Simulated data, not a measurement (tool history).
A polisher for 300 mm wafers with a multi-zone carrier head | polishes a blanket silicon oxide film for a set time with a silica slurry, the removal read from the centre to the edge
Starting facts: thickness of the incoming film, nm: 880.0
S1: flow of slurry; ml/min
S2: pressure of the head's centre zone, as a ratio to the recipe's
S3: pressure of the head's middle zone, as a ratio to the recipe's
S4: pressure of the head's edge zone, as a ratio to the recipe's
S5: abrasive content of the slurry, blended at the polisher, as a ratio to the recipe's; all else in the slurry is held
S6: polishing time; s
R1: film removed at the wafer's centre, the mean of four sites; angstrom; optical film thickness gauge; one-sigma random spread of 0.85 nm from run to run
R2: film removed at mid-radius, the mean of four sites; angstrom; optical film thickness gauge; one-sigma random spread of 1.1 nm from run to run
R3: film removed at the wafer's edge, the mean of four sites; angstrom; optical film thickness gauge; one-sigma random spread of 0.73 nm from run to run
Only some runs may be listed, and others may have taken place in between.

{"run": 1, "hour": 0.0, "S1": 280, "S2": 1, "S3": 1, "S4": 1, "S5": 1, "S6": 33, "R1": 1126.8, "R2": 1121.7, "R3": 1158.5}
{"run": 2, "hour": 8.5, "S1": 280, "S2": 1, "S3": 0.96, "S4": 1, "S5": 1, "S6": 33, "R1": 1126.3, "R2": 1077.5, "R3": 1161.4}
{"run": 3, "hour": 10.0, "S1": 280, "S2": 1.04, "S3": 0.96, "S4": 1, "S5": 1, "S6": 33, "R1": 1178.9, "R2": 1080.4, "R3": 1178.6}
{"run": 4, "hour": 15.7, "S1": 280, "S2": 1.04, "S3": 0.96, "S4": 1, "S5": 0.8, "S6": 33, "R1": 1045.6, "R2": 959.54, "R3": 1053.5}
{"run": 5, "hour": 16.5, "S1": 280, "S2": 1.04, "S3": 0.88, "S4": 1, "S5": 0.8, "S6": 33, "R1": 1069.6, "R2": 897.42, "R3": 1024.7}
{"run": 6, "hour": 19.6, "S1": 280, "S2": 1.04, "S3": 0.88, "S4": 1.04, "S5": 0.8, "S6": 33, "R1": 1064.7, "R2": 905.09, "R3": 1061.4}
{"run": 7, "hour": 26.2, "S1": 245, "S2": 0.94, "S3": 0.98, "S4": 0.94, "S5": 0.7, "S6": 33, "R1": 857.45, "R2": 888.12, "R3": 924.5}
{"run": 8, "hour": 30.0, "S1": 245, "S2": 0.93, "S3": 1, "S4": 0.93, "S5": 0.7, "S6": 33, "R1": 859.9, "R2": 897.49, "R3": 932.29}
{"run": 9, "hour": 36.9, "S1": 245, "S2": 0.92, "S3": 1.02, "S4": 0.92, "S5": 0.7, "S6": 33, "R1": 844.73, "R2": 923.85, "R3": 920.21}
{"run": 10, "hour": 45.6, "S1": 245, "S2": 0.91, "S3": 1.03, "S4": 0.91, "S5": 0.7, "S6": 33, "R1": 846.39, "R2": 940.04, "R3": 909.02}
{"run": 11, "hour": 52.8, "S1": 245, "S2": 0.9, "S3": 1.04, "S4": 0.91, "S5": 0.7, "S6": 33, "R1": 839.67, "R2": 948.21, "R3": 912.68}

Estimate the outcome of run 12 from the log above:
{"run": 12, "hour": 59.8, "S1": 245, "S2": 0.89, "S3": 1.05, "S4": 0.91, "S5": 0.7, "S6": 33, "R1": "?", "R2": "?", "R3": "?"}

Run 12 produced R1 819.72 angstrom, R2 936.96 angstrom, R3 922.51 angstrom.

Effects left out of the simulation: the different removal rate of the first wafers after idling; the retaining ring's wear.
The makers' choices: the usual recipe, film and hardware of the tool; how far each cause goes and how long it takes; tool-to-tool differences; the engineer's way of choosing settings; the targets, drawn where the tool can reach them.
